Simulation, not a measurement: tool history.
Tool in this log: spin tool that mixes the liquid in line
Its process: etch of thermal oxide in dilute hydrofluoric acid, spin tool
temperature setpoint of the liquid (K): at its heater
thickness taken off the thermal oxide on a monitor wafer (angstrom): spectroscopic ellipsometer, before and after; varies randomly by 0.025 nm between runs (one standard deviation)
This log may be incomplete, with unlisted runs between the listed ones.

run  hour  temperature setpoint of the liquid (K)  parts of water to one part of 49 % hydrofluoric acid (parts by volume)  time under the liquid (s)  thickness taken off the thermal oxide on a monitor wafer (angstrom)
  1   0.0                                  295.15                                                                     235                        290                                                               49.247
  2   3.1                                  294.15                                                                     255                        290                                                               43.340
  3  12.0                                  293.15                                                                     270                        290                                                               39.057
  4  19.5                                  292.65                                                                     280                        290                                                               36.820
  5  20.2                                  292.65                                                                     230                        290                                                               47.323
  6  21.3                                  292.65                                                                     230                        310                                                               50.020
  7  22.6                                  292.65                                                                     230                        310                                                               50.006

Forecast run 8:
  8  30.0                                  292.15                                                                     255                        310                                                                    ?

thickness taken off the thermal oxide on a monitor wafer (angstrom): 43.250
